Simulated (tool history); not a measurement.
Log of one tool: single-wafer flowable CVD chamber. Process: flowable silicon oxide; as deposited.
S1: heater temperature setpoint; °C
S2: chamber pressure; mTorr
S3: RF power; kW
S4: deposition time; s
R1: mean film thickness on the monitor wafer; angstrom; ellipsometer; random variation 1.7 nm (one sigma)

run  hour   S1    S2     S3   S4      R1
  1     0  105  1000  1.905  744  5982.3
  2   6.3   98  1000  1.905  744  7490.3
  3  14.9  101  1000  1.905  744  6805.2
  4    23  101  1000  1.905  768  7020.3
  5  25.1  105  1000  1.905  768  6154.1
  6  28.1  107  1000  1.905  768  5831.5
  7  31.6  108  1000  1.905  768  5610.8

Forecast run 8:
  8  32.8  109  1000  1.905  768   ?

Run 8 gave R1 5422.3 angstrom.

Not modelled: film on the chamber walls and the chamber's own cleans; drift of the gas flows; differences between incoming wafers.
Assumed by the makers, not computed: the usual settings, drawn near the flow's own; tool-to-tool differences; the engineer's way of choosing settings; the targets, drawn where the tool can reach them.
